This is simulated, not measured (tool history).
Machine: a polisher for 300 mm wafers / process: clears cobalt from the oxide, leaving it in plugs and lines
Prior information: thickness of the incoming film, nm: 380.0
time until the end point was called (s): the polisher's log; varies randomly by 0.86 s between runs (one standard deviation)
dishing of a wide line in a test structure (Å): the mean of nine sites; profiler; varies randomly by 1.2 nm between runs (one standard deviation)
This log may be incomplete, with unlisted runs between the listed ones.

run  hour  flow of slurry (ml/min)  pressure of the wafer on the pad (kPa)  speed of the pad under the wafer (m/s)  overpolish time after the end point (s)  time until the end point was called (s)  dishing of a wide line in a test structure (Å)
  1   0.0                      135                                    12.4                                    1.20                                       16                                   71.050                                          380.52
  2   2.2                      160                                    12.4                                    1.20                                       16                                   69.686                                          404.06
  3   3.9                      160                                    14.5                                    1.20                                       16                                   59.640                                          430.58
  4  10.3                      160                                    13.1                                    1.20                                       16                                   64.310                                          419.50
  5  18.7                      190                                    13.1                                    1.20                                       16                                   65.265                                          409.44
  6  20.7                      190                                    13.1                                    1.20                                       10                                   62.150                                          322.52
  7  23.0                      190                                    14.5                                    1.22                                       12                                   58.489                                          389.60
  8  26.7                      190                                    15.2                                    1.24                                       12                                   54.940                                          401.06
  9  30.5                      190                                    15.9                                    1.24                                       13                                   52.514                                          408.70
 10  36.6                      190                                    16.5                                    1.26                                       14                                   50.185                                          430.88
 11  38.1                      190                                    16.5                                    1.26                                       15                                   48.602                                          457.53

Run 12, settings as shown, results not yet in. Your forecast:
 12  45.9                      190                                    16.5                                    1.26                                       16                                        ?                                               ?

time until the end point was called (s): 49.503
dishing of a wide line in a test structure (Å): 450.50
